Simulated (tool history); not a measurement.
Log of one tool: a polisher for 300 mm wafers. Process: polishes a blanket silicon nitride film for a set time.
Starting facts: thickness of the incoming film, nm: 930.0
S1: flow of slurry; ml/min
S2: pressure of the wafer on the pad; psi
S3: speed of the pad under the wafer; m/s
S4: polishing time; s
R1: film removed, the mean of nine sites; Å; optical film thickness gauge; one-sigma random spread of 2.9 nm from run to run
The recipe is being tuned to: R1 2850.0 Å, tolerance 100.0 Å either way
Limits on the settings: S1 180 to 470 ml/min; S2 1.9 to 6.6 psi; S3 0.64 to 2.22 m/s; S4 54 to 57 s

run 1 hour=0.0 | S1=300 S2=4.2 S3=1.42 S4=54 | R1=1658.1
run 2 hour=6.4 | S1=300 S2=4.2 S3=1.42 S4=57 | R1=1768.2
run 3 hour=11.8 | S1=300 S2=4.4 S3=1.42 S4=57 | R1=1825.1
run 4 hour=14.4 | S1=300 S2=4.7 S3=1.42 S4=57 | R1=1983.9
run 5 hour=20.5 | S1=300 S2=4.9 S3=1.42 S4=57 | R1=2052.4
run 6 hour=21.7 | S1=300 S2=5.1 S3=1.42 S4=57 | R1=2147.6
-- hour=22.6 head pressure recalibrated
run 7 hour=22.6 | S1=300 S2=5.3 S3=1.42 S4=57 | R1=2021.9
run 8 hour=25.2 | S1=300 S2=5.5 S3=1.48 S4=57 | R1=2127.8
run 9 hour=29.9 | S1=305 S2=5.6 S3=1.56 S4=57 | R1=2303.3
run 10 hour=33.7 | S1=305 S2=5.7 S3=1.58 S4=57 | R1=2371.5
run 11 hour=38.8 | S1=305 S2=5.8 S3=1.60 S4=57 | R1=2427.4
run 12 hour=42.0 | S1=305 S2=5.9 S3=1.62 S4=57 | R1=2488.6
run 13 hour=43.2 | S1=305 S2=6.0 S3=1.64 S4=57 | R1=2511.6
run 14 hour=45.9 | S1=305 S2=6.1 S3=1.66 S4=57 | R1=2626.0

Which one of the following 5 next-run settings gets every result inside its allowed miss? There is exactly one.
run A hour=48.6 | S1=355 S2=5.5 S3=1.70 S4=56 | R1=?
run B hour=48.6 | S1=365 S2=5.9 S3=1.94 S4=56 | R1=?
run C hour=48.6 | S1=300 S2=6.6 S3=1.52 S4=57 | R1=?
run D hour=48.6 | S1=270 S2=6.1 S3=1.76 S4=55 | R1=?
run E hour=48.6 | S1=295 S2=6.2 S3=1.58 S4=54 | R1=?

move=A R1=2381.8
move=B R1=2832.6
move=C R1=2589.7
move=D R1=2580.8
move=E R1=2382.3
A: its largest miss is bigger than the last run's
B: every result lands within tolerance
C: its largest miss is bigger than the last run's
D: its largest miss is bigger than the last run's
E: its largest miss is bigger than the last run's
Move B is the one to make.

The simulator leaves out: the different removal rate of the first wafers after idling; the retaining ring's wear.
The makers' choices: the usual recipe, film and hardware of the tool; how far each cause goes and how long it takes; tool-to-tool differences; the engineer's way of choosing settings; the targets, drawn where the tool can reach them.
